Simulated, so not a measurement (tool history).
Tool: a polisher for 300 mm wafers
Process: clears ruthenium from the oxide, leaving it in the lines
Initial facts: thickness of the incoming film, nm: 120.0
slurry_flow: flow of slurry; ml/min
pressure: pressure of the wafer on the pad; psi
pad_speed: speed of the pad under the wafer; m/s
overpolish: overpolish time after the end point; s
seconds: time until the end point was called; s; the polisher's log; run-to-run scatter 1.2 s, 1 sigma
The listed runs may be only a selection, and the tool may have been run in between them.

| run | hour | slurry_flow | pressure | pad_speed | overpolish | seconds |
|---|---|---|---|---|---|---|
| 1 | 0 | 140 | 2.5 | 1.12 | 30 | 79.656 |
| 2 | 5 | 135 | 2.3 | 1.12 | 30 | 86.55 |
| 3 | 10.1 | 135 | 2.3 | 1.4 | 30 | 69.04 |
| 4 | 12.7 | 135 | 2 | 1.4 | 30 | 76.118 |
| 5 | 16.3 | 135 | 2 | 1.4 | 32 | 75.985 |
| 6 | 23.9 | 130 | 1.8 | 1.4 | 32 | 81.848 |
| 7 | 27.4 | 130 | 1.6 | 1.4 | 32 | 90.891 |
| 8 | 31.6 | 130 | 1.5 | 1.4 | 32 | 94.719 |

Run 9 has not been measured yet. What should we expect?
| 9 | 33.2 | 120 | 1.2 | 1.4 | 32 | ? |

{"run 9": {"seconds": 111.7}}
